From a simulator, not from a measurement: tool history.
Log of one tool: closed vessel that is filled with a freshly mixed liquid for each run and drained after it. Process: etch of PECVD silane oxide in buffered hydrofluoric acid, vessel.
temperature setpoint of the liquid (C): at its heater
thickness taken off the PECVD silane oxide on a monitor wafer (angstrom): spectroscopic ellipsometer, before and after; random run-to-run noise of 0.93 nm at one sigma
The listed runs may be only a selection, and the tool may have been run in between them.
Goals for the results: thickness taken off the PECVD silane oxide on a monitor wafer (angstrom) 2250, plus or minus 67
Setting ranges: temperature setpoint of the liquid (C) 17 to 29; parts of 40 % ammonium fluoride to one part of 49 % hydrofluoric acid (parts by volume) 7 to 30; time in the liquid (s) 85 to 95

run  hour  temperature setpoint of the liquid (C)  parts of 40 % ammonium fluoride to one part of 49 % hydrofluoric acid (parts by volume)  time in the liquid (s)  thickness taken off the PECVD silane oxide on a monitor wafer (angstrom)
  1     0                                      21                                                                                       19                      85                                                                    1252.2
  2   1.6                                      21                                                                                       19                      85                                                                    1259.9
  3     3                                      21                                                                                       19                      85                                                                    1253.8
  4   8.4                                    18.5                                                                                       19                      85                                                                    1088.1
     13.1  -- thermometer replaced
  5  13.1                                    18.5                                                                                       19                      85                                                                    948.35
  6  15.4                                    18.5                                                                                       19                      95                                                                      1051
  7  17.8                                    22.5                                                                                       14                      95                                                                      1798
  8  26.4                                      23                                                                                       14                      95                                                                      1839
  9  34.8                                    23.5                                                                                       14                      95                                                                      1901
 10    42                                      24                                                                                       14                      95                                                                    1942.9
 11  46.3                                    24.5                                                                                       14                      95                                                                    2002.6
 12  50.4                                      25                                                                                       14                      95                                                                    2058.8
 13    58                                    25.5                                                                                       14                      95                                                                    2102.7

Exercise: of the 5 proposed moves below, exactly one satisfies all targets within the stated allowed misses. Which move is it?
  A  65.6                                      26                                                                                     12.5                      95                                                                         ?
  B  65.6                                      23                                                                                       11                      85                                                                         ?
  C  65.6                                    25.5                                                                                       11                      85                                                                         ?
  D  65.6                                      25                                                                                       11                      90                                                                         ?
  E  65.6                                      23                                                                                     11.5                      95                                                                         ?

move  thickness taken off the PECVD silane oxide on a monitor wafer (angstrom)
   A                                                                    2435.1
   B                                                                    2096.9
   C                                                                    2402.7
   D                                                                    2476.2
   E                                                                    2244.1
A: carries the result that was furthest off beyond its target, to the other side
B: about the same distance from the targets as the last run
C: carries the result that was furthest off beyond its target, to the other side
D: carries the result that was furthest off beyond its target, to the other side
E: every result within its allowed miss
The move that meets every target is E.
